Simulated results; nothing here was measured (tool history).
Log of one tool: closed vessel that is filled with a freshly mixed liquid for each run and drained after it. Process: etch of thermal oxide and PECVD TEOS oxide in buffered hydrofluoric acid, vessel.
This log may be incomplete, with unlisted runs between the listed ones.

| run | day | temperature setpoint of the liquid (°C) | parts of 40 % ammonium fluoride to one part of 49 % hydrofluoric acid (parts by volume) | time in the liquid (s) | thickness taken off the thermal oxide on a monitor wafer (Å) | thickness taken off the PECVD TEOS oxide on a monitor wafer (Å) |
|---|---|---|---|---|---|---|
| 1 | 0.000 | 20.0 | 10.0 | 60 | 638.64 | 1199.40 |
| 2 | 0.342 | 22.0 | 10.0 | 60 | 701.82 | 1327.10 |
| 3 | 0.696 | 22.0 | 10.0 | 50 | 587.22 | 1128.30 |
| 4 | 0.979 | 22.0 | 10.0 | 30 | 354.97 | 677.83 |
| 5 | 1.096 | 24.0 | 8.5 | 30 | 459.23 | 865.87 |
| 6 | 1.404 | 24.0 | 8.5 | 45 | 693.40 | 1309.70 |
| 7 | 1.767 | 25.0 | 8.5 | 45 | 720.67 | 1382.10 |
| 8 | 1.892 | 28.0 | 7.0 | 45 | 1047.50 | 1972.20 |
| 9 | 2.108 | 27.5 | 7.0 | 45 | 1014.60 | 1916.80 |

Run 10 is up next; what results do you expect?
| 10 | 2.421 | 27.0 | 7.0 | 45 | ? | ? |

thickness taken off the thermal oxide on a monitor wafer (Å): 995.85
thickness taken off the PECVD TEOS oxide on a monitor wafer (Å): 1865.00
